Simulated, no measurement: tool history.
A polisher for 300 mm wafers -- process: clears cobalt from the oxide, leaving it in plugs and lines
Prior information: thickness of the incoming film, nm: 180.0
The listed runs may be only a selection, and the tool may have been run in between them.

run    day  flow of slurry (ml/min)  pressure of the wafer on the pad (kPa)  speed of the pad under the wafer (cm/s)  overpolish time after the end point (s)  time until the end point was called (s)  dishing of a wide line in a test structure (angstrom)
  1      0                      150                                    12.4                                       98                                       16                                   52.139                                                 416.59
  2  0.171                      150                                    11.7                                       98                                       15                                   54.096                                                 386.74
  3    0.3                      125                                    11.7                                       98                                       15                                   54.159                                                 374.68
  4   0.35                      125                                    14.5                                       98                                       15                                   48.049                                                 417.34
  5  0.608                      125                                    13.1                                       96                                       15                                     52.8                                                 391.41
  6  0.838                      125                                    13.1                                       96                                       22                                   52.384                                                 514.76

Forecast run 7:
  7  1.125                      130                                    12.4                                       94                                       20                                        ?                                                      ?

Run 7 produced time until the end point was called (s) 54.844, dishing of a wide line in a test structure (angstrom) 465.46.
